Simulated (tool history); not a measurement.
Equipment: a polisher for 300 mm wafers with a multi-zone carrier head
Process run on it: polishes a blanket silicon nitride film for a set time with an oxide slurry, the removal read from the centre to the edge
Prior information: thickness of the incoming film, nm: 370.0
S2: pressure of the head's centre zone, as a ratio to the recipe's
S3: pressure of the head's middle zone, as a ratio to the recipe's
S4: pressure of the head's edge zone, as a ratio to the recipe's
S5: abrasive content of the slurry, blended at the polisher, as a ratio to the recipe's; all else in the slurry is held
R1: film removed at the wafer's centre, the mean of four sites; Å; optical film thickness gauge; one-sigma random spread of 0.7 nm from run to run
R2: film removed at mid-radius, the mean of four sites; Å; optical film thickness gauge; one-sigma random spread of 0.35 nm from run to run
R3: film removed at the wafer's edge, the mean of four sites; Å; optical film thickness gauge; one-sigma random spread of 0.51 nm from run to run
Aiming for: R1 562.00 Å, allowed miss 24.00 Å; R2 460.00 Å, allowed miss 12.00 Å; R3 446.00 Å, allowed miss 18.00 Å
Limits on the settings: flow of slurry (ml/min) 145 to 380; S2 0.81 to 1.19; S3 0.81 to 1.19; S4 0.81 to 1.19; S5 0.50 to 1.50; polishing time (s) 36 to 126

run 1 hour=0.0 | flow_of_slurry_(ml/min)=245 S2=1.00 S3=1.00 S4=1.00 S5=1.00 polishing_time_(s)=81 | R1=352.04 R2=350.96 R3=343.84
run 2 hour=4.7 | flow_of_slurry_(ml/min)=245 S2=1.00 S3=0.95 S4=1.00 S5=1.00 polishing_time_(s)=81 | R1=351.97 R2=342.59 R3=340.36
run 3 hour=6.0 | flow_of_slurry_(ml/min)=265 S2=1.06 S3=0.97 S4=1.01 S5=1.15 polishing_time_(s)=81 | R1=410.44 R2=383.16 R3=372.49
run 4 hour=11.7 | flow_of_slurry_(ml/min)=280 S2=1.10 S3=0.96 S4=1.03 S5=1.25 polishing_time_(s)=81 | R1=453.64 R2=394.52 R3=406.72
run 5 hour=13.2 | flow_of_slurry_(ml/min)=295 S2=1.13 S3=0.98 S4=1.02 S5=1.30 polishing_time_(s)=81 | R1=470.15 R2=413.00 R3=406.14
run 6 hour=16.6 | flow_of_slurry_(ml/min)=295 S2=1.13 S3=0.98 S4=1.02 S5=1.30 polishing_time_(s)=74 | R1=435.82 R2=370.04 R3=367.73
run 7 hour=18.3 | flow_of_slurry_(ml/min)=310 S2=1.15 S3=0.98 S4=1.02 S5=1.35 polishing_time_(s)=76 | R1=459.85 R2=394.04 R3=382.39
run 8 hour=23.7 | flow_of_slurry_(ml/min)=310 S2=1.16 S3=0.97 S4=1.01 S5=1.40 polishing_time_(s)=79 | R1=492.43 R2=411.34 R3=408.93

Exactly one of the 4 candidate moves below puts every result within its allowed miss. Which one?
run A hour=29.1 | flow_of_slurry_(ml/min)=240 S2=1.10 S3=0.87 S4=1.13 S5=1.35 polishing_time_(s)=91 | R1=? R2=? R3=?
run B hour=29.1 | flow_of_slurry_(ml/min)=360 S2=1.08 S3=0.91 S4=1.11 S5=1.30 polishing_time_(s)=89 | R1=? R2=? R3=?
run C hour=29.1 | flow_of_slurry_(ml/min)=320 S2=1.02 S3=0.86 S4=1.03 S5=1.15 polishing_time_(s)=105 | R1=? R2=? R3=?
run D hour=29.1 | flow_of_slurry_(ml/min)=350 S2=1.19 S3=1.00 S4=0.98 S5=1.15 polishing_time_(s)=94 | R1=? R2=? R3=?

move=A R1=512.24 R2=427.65 R3=494.41
move=B R1=502.77 R2=438.95 R3=483.45
move=C R1=519.22 R2=463.07 R3=511.52
move=D R1=547.67 R2=462.47 R3=448.82
A: an improvement on the last run, though not all results are within tolerance
B: an improvement on the last run, though not all results are within tolerance
C: the furthest-off result lands on target, but another misses its tolerance
D: all results land within tolerance of their targets
So the answer is move D, the one that meets all the targets.
